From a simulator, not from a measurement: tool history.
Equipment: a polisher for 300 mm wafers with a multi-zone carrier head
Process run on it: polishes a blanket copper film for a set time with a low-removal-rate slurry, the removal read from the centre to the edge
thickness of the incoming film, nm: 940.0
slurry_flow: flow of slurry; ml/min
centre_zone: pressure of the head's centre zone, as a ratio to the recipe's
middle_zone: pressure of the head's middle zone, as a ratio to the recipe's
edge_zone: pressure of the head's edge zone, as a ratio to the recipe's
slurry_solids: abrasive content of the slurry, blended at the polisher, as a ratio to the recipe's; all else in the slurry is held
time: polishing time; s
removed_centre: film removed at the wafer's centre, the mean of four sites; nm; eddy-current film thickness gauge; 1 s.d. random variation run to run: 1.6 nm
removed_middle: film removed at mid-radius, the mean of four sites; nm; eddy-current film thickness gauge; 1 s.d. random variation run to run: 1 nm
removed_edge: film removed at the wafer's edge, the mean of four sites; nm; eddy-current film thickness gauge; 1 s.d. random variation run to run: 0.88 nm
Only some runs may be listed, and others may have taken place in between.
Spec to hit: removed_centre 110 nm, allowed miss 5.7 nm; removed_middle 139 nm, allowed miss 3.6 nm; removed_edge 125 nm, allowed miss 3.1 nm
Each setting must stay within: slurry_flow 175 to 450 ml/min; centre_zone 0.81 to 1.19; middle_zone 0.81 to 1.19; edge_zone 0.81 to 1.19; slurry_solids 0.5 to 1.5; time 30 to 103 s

Run 1, hour 0: slurry_flow 290 ml/min, centre_zone 1, middle_zone 1, edge_zone 1, slurry_solids 1, time 66 s. Result: removed_centre 189.49 nm, removed_middle 192.21 nm, removed_edge 192.8 nm.
Run 2, hour 3.8: slurry_flow 290 ml/min, centre_zone 1, middle_zone 1, edge_zone 1, slurry_solids 1, time 54 s. Result: removed_centre 154.89 nm, removed_middle 157.86 nm, removed_edge 153.26 nm.
Run 3, hour 9.7: slurry_flow 290 ml/min, centre_zone 1, middle_zone 1, edge_zone 1, slurry_solids 1, time 39 s. Result: removed_centre 111.28 nm, removed_middle 113.36 nm, removed_edge 112.5 nm.
Run 4, hour 13.7: slurry_flow 295 ml/min, centre_zone 0.99, middle_zone 1.03, edge_zone 1.02, slurry_solids 1, time 39 s. Result: removed_centre 109.56 nm, removed_middle 116.04 nm, removed_edge 113.69 nm.
Run 5, hour 19.4: slurry_flow 300 ml/min, centre_zone 0.98, middle_zone 1.05, edge_zone 1.03, slurry_solids 1.05, time 39 s. Result: removed_centre 107.12 nm, removed_middle 118.54 nm, removed_edge 115.24 nm.
Run 6, hour 24.1: slurry_flow 305 ml/min, centre_zone 0.98, middle_zone 1.07, edge_zone 1.03, slurry_solids 1.1, time 39 s. Result: removed_centre 111.31 nm, removed_middle 120.47 nm, removed_edge 115.5 nm.
Run 7, hour 30.3: slurry_flow 305 ml/min, centre_zone 0.97, middle_zone 1.09, edge_zone 1.03, slurry_solids 1.15, time 39 s. Result: removed_centre 109.91 nm, removed_middle 123.14 nm, removed_edge 117.78 nm.
Run 8, hour 32.7: slurry_flow 305 ml/min, centre_zone 0.96, middle_zone 1.11, edge_zone 1.03, slurry_solids 1.2, time 39 s. Result: removed_centre 112.31 nm, removed_middle 128.14 nm, removed_edge 119.55 nm.
Run 9, hour 34.3: slurry_flow 305 ml/min, centre_zone 0.95, middle_zone 1.12, edge_zone 1.03, slurry_solids 1.2, time 39 s. Result: removed_centre 113.26 nm, removed_middle 127.02 nm, removed_edge 120.3 nm.
Run 10, hour 36.3: slurry_flow 320 ml/min, centre_zone 0.93, middle_zone 1.13, edge_zone 1.02, slurry_solids 1.2, time 39 s. Result: removed_centre 107.43 nm, removed_middle 130.06 nm, removed_edge 120.52 nm.
Run 11, hour 43.2: slurry_flow 325 ml/min, centre_zone 0.93, middle_zone 1.14, edge_zone 1.02, slurry_solids 1.2, time 39 s. Result: removed_centre 111.3 nm, removed_middle 129.17 nm, removed_edge 119.9 nm.
Run 12, hour 49.3: slurry_flow 320 ml/min, centre_zone 0.92, middle_zone 1.15, edge_zone 1.02, slurry_solids 1.2, time 39 s. Result: removed_centre 109.34 nm, removed_middle 132.2 nm, removed_edge 118.05 nm.
Run 13, hour 52.8: slurry_flow 320 ml/min, centre_zone 0.92, middle_zone 1.16, edge_zone 1.03, slurry_solids 1.2, time 39 s. Result: removed_centre 109.44 nm, removed_middle 132.64 nm, removed_edge 119.17 nm.
Run 14, hour 53.8: slurry_flow 325 ml/min, centre_zone 0.9, middle_zone 1.18, edge_zone 1.04, slurry_solids 1.25, time 39 s. Result: removed_centre 108.01 nm, removed_middle 136.1 nm, removed_edge 121.82 nm.

Exercise: of the 4 proposed moves below, exactly one satisfies all targets within the stated allowed misses. Which move is it?
Run A, hour 54.8: slurry_flow 275 ml/min, centre_zone 0.85, middle_zone 1.16, edge_zone 1.05, slurry_solids 1.4, time 42 s. Result: removed_centre ?, removed_middle ?, removed_edge ?.
Run B, hour 54.8: slurry_flow 300 ml/min, centre_zone 0.91, middle_zone 1.12, edge_zone 1.07, slurry_solids 1.2, time 40 s. Result: removed_centre ?, removed_middle ?, removed_edge ?.
Run C, hour 54.8: slurry_flow 355 ml/min, centre_zone 0.99, middle_zone 1.09, edge_zone 1.03, slurry_solids 1.3, time 42 s. Result: removed_centre ?, removed_middle ?, removed_edge ?.
Run D, hour 54.8: slurry_flow 290 ml/min, centre_zone 0.88, middle_zone 1.16, edge_zone 1, slurry_solids 0.95, time 44 s. Result: removed_centre ?, removed_middle ?, removed_edge ?.

move  removed_centre  removed_middle  removed_edge
   A           110.9          144.77         133.6
   B          109.92          130.84        124.22
   C          130.35          139.86         132.7
   D           109.9          138.44        125.27
A: moves the result that the last run missed by most past its target, out the other side
B: the worst result of the last run now meets its target, but another is out of spec
C: moves the result that the last run missed by most past its target, out the other side
D: all results land within tolerance of their targets
The move that meets every target is D.
